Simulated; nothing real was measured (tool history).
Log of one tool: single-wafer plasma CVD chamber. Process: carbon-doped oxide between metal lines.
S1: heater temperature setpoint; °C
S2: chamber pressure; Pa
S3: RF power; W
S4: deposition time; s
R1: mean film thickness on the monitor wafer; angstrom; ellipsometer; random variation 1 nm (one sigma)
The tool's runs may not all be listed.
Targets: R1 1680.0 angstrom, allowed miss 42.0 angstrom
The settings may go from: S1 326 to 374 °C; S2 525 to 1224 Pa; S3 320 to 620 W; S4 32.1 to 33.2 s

run,hour,S1,S2,S3,S4,R1
1,0.0,350,875,470,32.1,1447.5
2,4.7,350,875,525,32.1,1527.9
3,9.8,349,881,535,32.2,1552.1
4,17.9,349,885,545,32.3,1556.9
5,22.5,349,885,545,32.1,1562.7
6,24.5,349,885,545,33.2,1610.4
7,25.5,348,888,550,33.2,1627.0
8,28.8,348,891,555,33.2,1640.4
9,36.3,348,893,555,33.2,1641.0
10,41.6,348,896,555,33.2,1623.8

5 next moves are on the table. One of them brings every result within its allowed miss. Which?
A,46.9,341,1216,580,33.2,?
B,46.9,344,824,565,33.2,?
C,46.9,345,769,535,33.2,?
D,46.9,355,997,545,32.4,?
E,46.9,343,957,530,32.1,?

move,R1
A,1757.0
B,1674.9
C,1614.3
D,1571.5
E,1593.1
A: takes the result that was furthest off past its target
B: meets every target
C: further off than the last run
D: further off than the last run
E: further off than the last run
Answer: B
